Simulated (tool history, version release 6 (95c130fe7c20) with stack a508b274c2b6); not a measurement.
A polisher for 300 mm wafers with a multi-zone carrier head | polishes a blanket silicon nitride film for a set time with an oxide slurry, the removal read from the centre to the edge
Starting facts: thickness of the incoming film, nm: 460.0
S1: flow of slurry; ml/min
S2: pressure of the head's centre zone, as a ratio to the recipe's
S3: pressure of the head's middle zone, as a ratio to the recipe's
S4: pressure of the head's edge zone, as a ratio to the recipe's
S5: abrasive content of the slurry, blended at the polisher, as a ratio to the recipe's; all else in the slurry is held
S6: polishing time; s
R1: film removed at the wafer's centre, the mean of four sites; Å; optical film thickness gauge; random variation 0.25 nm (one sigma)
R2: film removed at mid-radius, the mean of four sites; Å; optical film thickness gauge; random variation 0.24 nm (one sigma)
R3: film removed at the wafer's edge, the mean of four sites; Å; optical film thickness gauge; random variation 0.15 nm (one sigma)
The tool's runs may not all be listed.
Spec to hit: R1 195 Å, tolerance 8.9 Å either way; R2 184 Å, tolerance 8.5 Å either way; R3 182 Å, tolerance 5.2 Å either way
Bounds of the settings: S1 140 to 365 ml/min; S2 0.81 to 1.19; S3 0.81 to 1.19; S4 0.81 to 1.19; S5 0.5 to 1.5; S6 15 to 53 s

run 1 day=0 | S1=235 S2=1 S3=1 S4=1 S5=1 S6=34 | R1=242.55 R2=247.81 R3=239.78
run 2 day=0.225 | S1=200 S2=1 S3=1 S4=1 S5=1 S6=34 | R1=233.39 R2=237.3 R3=240.21
run 3 day=0.412 | S1=215 S2=1 S3=0.98 S4=0.98 S5=0.85 S6=34 | R1=221.52 R2=222.8 R3=218.35
run 4 day=0.704 | S1=215 S2=1 S3=0.98 S4=0.98 S5=0.85 S6=37 | R1=242.05 R2=240.77 R3=235.38
run 5 day=1.004 | S1=215 S2=1 S3=0.98 S4=0.98 S5=1 S6=37 | R1=255.45 R2=262.13 R3=254.5
run 6 day=1.108 | S1=215 S2=1 S3=0.98 S4=1.02 S5=1 S6=37 | R1=259.12 R2=255.23 R3=260.66
run 7 day=1.417 | S1=215 S2=0.99 S3=0.95 S4=0.99 S5=0.85 S6=37 | R1=235.26 R2=234.57 R3=241.34
run 8 day=1.675 | S1=210 S2=1 S3=0.93 S4=0.96 S5=0.75 S6=37 | R1=228.39 R2=217.43 R3=220.76
run 9 day=2.038 | S1=205 S2=0.99 S3=0.91 S4=0.93 S5=0.7 S6=37 | R1=213.91 R2=206.09 R3=207.25
run 10 day=2.121 | S1=185 S2=0.99 S3=0.83 S4=0.83 S5=0.65 S6=37 | R1=200.21 R2=187.63 R3=188.83

Of the 5 settings listed for the next run, only one would bring every result within its allowed miss of target. Which one?
run A day=2.204 | S1=165 S2=0.98 S3=0.81 S4=0.86 S5=0.8 S6=35 | R1=? R2=? R3=?
run B day=2.204 | S1=220 S2=0.97 S3=0.85 S4=0.82 S5=0.75 S6=33 | R1=? R2=? R3=?
run C day=2.204 | S1=190 S2=1.08 S3=0.96 S4=0.82 S5=0.55 S6=39 | R1=? R2=? R3=?
run D day=2.204 | S1=160 S2=0.91 S3=0.81 S4=0.91 S5=0.7 S6=36 | R1=? R2=? R3=?
run E day=2.204 | S1=210 S2=0.94 S3=0.81 S4=0.91 S5=0.75 S6=33 | R1=? R2=? R3=?

move=A R1=210.04 R2=185.49 R3=198.99
move=B R1=198.37 R2=180.8 R3=182.76
move=C R1=211.32 R2=188.07 R3=177.74
move=D R1=187.16 R2=176.75 R3=194.76
move=E R1=191.59 R2=174.9 R3=190.78
A: moves away from the targets compared with the last run
B: each result inside its tolerance
C: the furthest-off result lands on target, but another misses its tolerance
D: moves away from the targets compared with the last run
E: moves away from the targets compared with the last run
B is the move that brings every result within its allowed miss.
